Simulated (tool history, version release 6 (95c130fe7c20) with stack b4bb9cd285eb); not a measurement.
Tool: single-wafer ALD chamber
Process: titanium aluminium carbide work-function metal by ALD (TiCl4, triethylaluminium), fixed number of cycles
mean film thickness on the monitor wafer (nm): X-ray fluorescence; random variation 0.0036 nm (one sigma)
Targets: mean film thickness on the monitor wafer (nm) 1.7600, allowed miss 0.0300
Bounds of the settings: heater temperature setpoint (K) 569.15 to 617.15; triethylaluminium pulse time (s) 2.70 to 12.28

| run | day | heater temperature setpoint (K) | triethylaluminium pulse time (s) | mean film thickness on the monitor wafer (nm) |
|---|---|---|---|---|
| 1 | 0.000 | 593.15 | 7.49 | 2.0543 |
| 2 | 0.088 | 587.15 | 6.62 | 1.9819 |
| 3 | 0.129 | 583.15 | 5.54 | 1.8966 |
| 4 | 0.396 | 580.15 | 5.00 | 1.8449 |
| 5 | 0.767 | 580.15 | 4.25 | 1.7911 |
| 6 | 0.979 | 589.15 | 4.25 | 1.8518 |
| 7 | 1.354 | 586.15 | 4.02 | 1.8086 |
| 8 | 1.683 | 584.15 | 3.88 | 1.7942 |

4 next moves are on the table. One of them brings every result within its allowed miss. Which?
| A | 2.012 | 581.15 | 4.53 | ? |
| B | 2.012 | 579.15 | 5.13 | ? |
| C | 2.012 | 573.15 | 5.53 | ? |
| D | 2.012 | 590.15 | 3.04 | ? |

| move | mean film thickness on the monitor wafer (nm) |
|---|---|
| A | 1.8127 |
| B | 1.8376 |
| C | 1.8184 |
| D | 1.7479 |
A: further off than the last run
B: further off than the last run
C: further off than the last run
D: meets every target
Answer: D
